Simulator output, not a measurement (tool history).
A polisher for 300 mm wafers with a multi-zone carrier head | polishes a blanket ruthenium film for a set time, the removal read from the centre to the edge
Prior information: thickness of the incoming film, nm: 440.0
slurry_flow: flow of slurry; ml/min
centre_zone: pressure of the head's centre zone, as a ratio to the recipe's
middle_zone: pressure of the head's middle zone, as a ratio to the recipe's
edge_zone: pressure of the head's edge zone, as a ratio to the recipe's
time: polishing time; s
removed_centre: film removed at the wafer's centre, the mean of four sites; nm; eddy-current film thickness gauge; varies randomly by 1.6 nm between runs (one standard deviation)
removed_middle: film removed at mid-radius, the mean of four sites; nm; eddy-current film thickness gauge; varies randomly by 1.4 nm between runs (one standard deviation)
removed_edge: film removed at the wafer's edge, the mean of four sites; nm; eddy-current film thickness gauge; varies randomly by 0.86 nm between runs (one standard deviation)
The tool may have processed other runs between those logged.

run 1 day=0.000 | slurry_flow=320 centre_zone=1.00 middle_zone=1.00 edge_zone=1.00 time=64 | removed_centre=86.348 removed_middle=89.583 removed_edge=93.793
run 2 day=0.208 | slurry_flow=320 centre_zone=1.00 middle_zone=1.04 edge_zone=1.00 time=64 | removed_centre=86.423 removed_middle=90.690 removed_edge=92.479
run 3 day=0.321 | slurry_flow=320 centre_zone=1.03 middle_zone=1.04 edge_zone=1.00 time=64 | removed_centre=91.064 removed_middle=91.232 removed_edge=92.556
run 4 day=0.404 | slurry_flow=335 centre_zone=1.00 middle_zone=1.08 edge_zone=0.99 time=70 | removed_centre=94.836 removed_middle=103.440 removed_edge=100.800
run 5 day=0.500 | slurry_flow=345 centre_zone=0.99 middle_zone=1.11 edge_zone=0.99 time=74 | removed_centre=100.910 removed_middle=112.850 removed_edge=106.600
run 6 day=0.642 | slurry_flow=355 centre_zone=0.98 middle_zone=1.13 edge_zone=0.99 time=77 | removed_centre=104.490 removed_middle=119.660 removed_edge=111.030
run 7 day=0.712 | slurry_flow=360 centre_zone=0.97 middle_zone=1.15 edge_zone=0.99 time=79 | removed_centre=104.390 removed_middle=123.300 removed_edge=115.070

What does the tool deliver on the next run?
run 8 day=0.783 | slurry_flow=360 centre_zone=0.96 middle_zone=1.16 edge_zone=0.98 time=81 | removed_centre=? removed_middle=? removed_edge=?

{"run 8": {"removed_centre": 102.67, "removed_middle": 128.25, "removed_edge": 115.92}}

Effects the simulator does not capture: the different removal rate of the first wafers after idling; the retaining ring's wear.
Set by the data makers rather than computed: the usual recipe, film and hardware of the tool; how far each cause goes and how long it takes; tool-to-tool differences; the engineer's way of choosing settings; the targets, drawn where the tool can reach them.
